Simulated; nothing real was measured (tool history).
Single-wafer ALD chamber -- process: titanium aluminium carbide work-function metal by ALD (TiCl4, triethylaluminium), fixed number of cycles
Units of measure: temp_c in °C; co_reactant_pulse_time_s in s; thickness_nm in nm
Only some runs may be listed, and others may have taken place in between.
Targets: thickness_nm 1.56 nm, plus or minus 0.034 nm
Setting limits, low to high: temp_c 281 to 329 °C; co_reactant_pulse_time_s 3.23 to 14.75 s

run,day,temp_c,co_reactant_pulse_time_s,thickness_nm
1,0,305,8.99,1.8336
2,0.329,300,8.07,1.7628
3,0.521,300,10.66,1.8093
4,0.7,300,11.56,1.8242
5,1.062,296,10.31,1.7783
6,1.125,293,8.86,1.7477
7,1.483,290,7.61,1.6658
8,1.804,288,7.27,1.6389
9,1.979,286,7.04,1.6364
10,2.183,285,6.6,1.6272

Consider the 5 candidate settings below. Which is the only one whose results all fall within their allowed miss of target?
A,2.388,281,3.77,?
B,2.388,281,6.18,?
C,2.388,303,6.47,?
D,2.388,281,4.3,?
E,2.388,290,7.71,?

move,thickness_nm
A,1.4682
B,1.5858
C,1.7495
D,1.5001
E,1.6961
A: pushes the last run's worst result past its target
B: every result within its allowed miss
C: moves away from the targets compared with the last run
D: pushes the last run's worst result past its target
E: moves away from the targets compared with the last run
Go with B: it meets all targets.
